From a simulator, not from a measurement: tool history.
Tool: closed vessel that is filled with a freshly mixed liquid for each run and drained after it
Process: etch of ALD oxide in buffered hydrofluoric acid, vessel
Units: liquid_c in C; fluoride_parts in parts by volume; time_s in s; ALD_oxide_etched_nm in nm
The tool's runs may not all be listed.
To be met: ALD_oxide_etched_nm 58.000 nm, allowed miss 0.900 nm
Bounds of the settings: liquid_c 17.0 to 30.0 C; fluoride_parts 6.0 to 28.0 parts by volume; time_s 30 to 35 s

run  hour  liquid_c  fluoride_parts  time_s  ALD_oxide_etched_nm
  1   0.0      22.0            17.0      35               52.315
  2   8.3      22.0            17.0      35               52.465
  3  10.5      22.5            17.0      35               53.379
  4  17.9      23.0            17.0      35               54.899
  5  24.9      21.5            17.0      35               50.999
  6  31.5      22.0            17.0      35               52.096
  7  38.2      22.5            17.0      35               53.574
  8  44.3      23.0            17.0      35               54.920
  9  46.4      23.5            17.0      35               56.779

5 next moves are on the table. One of them brings every result within its allowed miss. Which?
  A  48.5      25.0            15.5      30                    ?
  B  48.5      23.5            17.5      35                    ?
  C  48.5      26.5            19.0      35                    ?
  D  48.5      24.5            18.5      35                    ?
  E  48.5      27.5            20.0      35                    ?

move  ALD_oxide_etched_nm
   A               57.974
   B               55.304
   C               60.033
   D               55.300
   E               60.225
A: meets every target
B: further off than the last run
C: takes the result that was furthest off past its target
D: further off than the last run
E: takes the result that was furthest off past its target
Move A is the one to make.
